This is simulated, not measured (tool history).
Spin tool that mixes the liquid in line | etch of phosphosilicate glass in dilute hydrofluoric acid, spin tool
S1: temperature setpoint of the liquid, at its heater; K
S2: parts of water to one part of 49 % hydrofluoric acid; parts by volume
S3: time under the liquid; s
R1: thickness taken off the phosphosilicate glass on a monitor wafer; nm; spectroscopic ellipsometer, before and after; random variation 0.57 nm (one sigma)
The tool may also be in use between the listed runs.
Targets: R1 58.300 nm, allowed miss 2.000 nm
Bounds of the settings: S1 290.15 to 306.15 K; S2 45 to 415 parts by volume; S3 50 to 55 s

run,hour,S1,S2,S3,R1
1,0.0,298.15,230,50,24.933
2,3.1,301.65,230,50,28.039
3,9.8,301.65,150,50,47.362
4,15.2,301.65,80,50,98.273
5,23.5,301.65,45,50,184.620
6,29.3,301.65,65,50,124.320
7,33.7,301.65,80,50,99.500
8,34.8,301.65,90,50,85.707
9,42.8,302.15,95,50,82.770
10,44.0,302.65,100,50,79.384
11,53.0,303.15,105,50,77.265
12,60.1,303.65,110,50,73.639
13,65.0,303.65,115,50,70.431
14,72.7,303.65,120,50,66.949
15,78.9,304.15,130,50,60.811
16,85.7,304.65,130,50,63.483
17,88.2,304.65,135,50,61.379

Which of these 5 next moves meets every target?
A,90.7,302.15,130,55,?
B,90.7,305.15,140,50,?
C,90.7,306.15,130,50,?
D,90.7,302.15,120,50,?
E,90.7,303.65,125,50,?

move,R1
A,63.595
B,58.931
C,66.734
D,63.520
E,63.956
A: further off than the last run
B: meets every target
C: further off than the last run
D: further off than the last run
E: further off than the last run
The right move is B.
